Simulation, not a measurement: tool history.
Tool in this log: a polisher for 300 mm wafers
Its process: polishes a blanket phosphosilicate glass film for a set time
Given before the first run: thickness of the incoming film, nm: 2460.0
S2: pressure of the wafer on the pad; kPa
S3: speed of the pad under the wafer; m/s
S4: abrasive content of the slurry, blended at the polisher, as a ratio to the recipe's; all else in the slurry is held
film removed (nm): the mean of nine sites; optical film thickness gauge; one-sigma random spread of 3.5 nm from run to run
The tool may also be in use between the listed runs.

{"run": 1, "hour": 0.0, "flow of slurry (ml/min)": 200, "S2": 20.7, "S3": 1.22, "S4": 1.0, "polishing time (s)": 43, "film removed (nm)": 362.27}
{"run": 2, "hour": 5.2, "flow of slurry (ml/min)": 200, "S2": 20.7, "S3": 1.22, "S4": 1.0, "polishing time (s)": 43, "film removed (nm)": 366.15}
{"run": 3, "hour": 6.7, "flow of slurry (ml/min)": 200, "S2": 20.0, "S3": 1.22, "S4": 1.0, "polishing time (s)": 43, "film removed (nm)": 347.03}
{"run": 4, "hour": 15.4, "flow of slurry (ml/min)": 200, "S2": 19.3, "S3": 1.22, "S4": 1.0, "polishing time (s)": 43, "film removed (nm)": 345.61}
{"run": 5, "hour": 24.3, "flow of slurry (ml/min)": 200, "S2": 19.3, "S3": 1.22, "S4": 1.0, "polishing time (s)": 43, "film removed (nm)": 345.12}
{"run": 6, "hour": 27.0, "flow of slurry (ml/min)": 200, "S2": 24.1, "S3": 1.22, "S4": 1.0, "polishing time (s)": 43, "film removed (nm)": 409.76}

Run 7, settings as shown, results not yet in. Your forecast:
{"run": 7, "hour": 31.3, "flow of slurry (ml/min)": 200, "S2": 22.1, "S3": 1.2, "S4": 1.0, "polishing time (s)": 43, "film removed (nm)": "?"}

film removed (nm): 377.86

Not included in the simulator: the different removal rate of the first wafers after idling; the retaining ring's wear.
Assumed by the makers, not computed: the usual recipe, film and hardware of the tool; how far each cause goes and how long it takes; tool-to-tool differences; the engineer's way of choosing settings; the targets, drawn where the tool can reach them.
